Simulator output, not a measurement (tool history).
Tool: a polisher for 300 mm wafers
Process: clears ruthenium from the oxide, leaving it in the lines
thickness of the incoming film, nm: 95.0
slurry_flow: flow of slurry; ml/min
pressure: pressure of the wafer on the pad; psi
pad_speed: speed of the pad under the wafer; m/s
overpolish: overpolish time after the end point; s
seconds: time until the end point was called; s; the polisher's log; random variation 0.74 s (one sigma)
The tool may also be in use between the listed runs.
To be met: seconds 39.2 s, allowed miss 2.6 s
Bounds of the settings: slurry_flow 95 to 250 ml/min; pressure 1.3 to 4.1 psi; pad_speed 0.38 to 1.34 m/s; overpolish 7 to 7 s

run 1 hour=0 | slurry_flow=160 pressure=2.7 pad_speed=0.86 overpolish=7 | seconds=56.639
run 2 hour=4.9 | slurry_flow=160 pressure=2.7 pad_speed=0.86 overpolish=7 | seconds=59.734
run 3 hour=5.9 | slurry_flow=160 pressure=3.3 pad_speed=0.86 overpolish=7 | seconds=49.336
run 4 hour=9.5 | slurry_flow=160 pressure=3.3 pad_speed=0.86 overpolish=7 | seconds=47.912
run 5 hour=15 | slurry_flow=160 pressure=3.3 pad_speed=0.86 overpolish=7 | seconds=48.93
run 6 hour=22.8 | slurry_flow=180 pressure=3.3 pad_speed=0.86 overpolish=7 | seconds=46.648
run 7 hour=28.9 | slurry_flow=185 pressure=3.4 pad_speed=0.86 overpolish=7 | seconds=45.8
run 8 hour=37.5 | slurry_flow=185 pressure=3.5 pad_speed=0.86 overpolish=7 | seconds=45.093
run 9 hour=44.4 | slurry_flow=185 pressure=3.5 pad_speed=0.86 overpolish=7 | seconds=44.898

Which of these 5 next moves meets every target?
run A hour=51.3 | slurry_flow=245 pressure=3.5 pad_speed=0.98 overpolish=7 | seconds=?
run B hour=51.3 | slurry_flow=250 pressure=4.1 pad_speed=0.92 overpolish=7 | seconds=?
run C hour=51.3 | slurry_flow=225 pressure=3.4 pad_speed=0.8 overpolish=7 | seconds=?
run D hour=51.3 | slurry_flow=175 pressure=4.1 pad_speed=0.76 overpolish=7 | seconds=?
run E hour=51.3 | slurry_flow=165 pressure=3.3 pad_speed=0.86 overpolish=7 | seconds=?

move=A seconds=37.833
move=B seconds=34.774
move=C seconds=46.932
move=D seconds=43.177
move=E seconds=47.272
A: meets every target
B: takes the result that was furthest off past its target
C: further off than the last run
D: nearer than the last run, and not there yet
E: further off than the last run
Move A is the one to make.

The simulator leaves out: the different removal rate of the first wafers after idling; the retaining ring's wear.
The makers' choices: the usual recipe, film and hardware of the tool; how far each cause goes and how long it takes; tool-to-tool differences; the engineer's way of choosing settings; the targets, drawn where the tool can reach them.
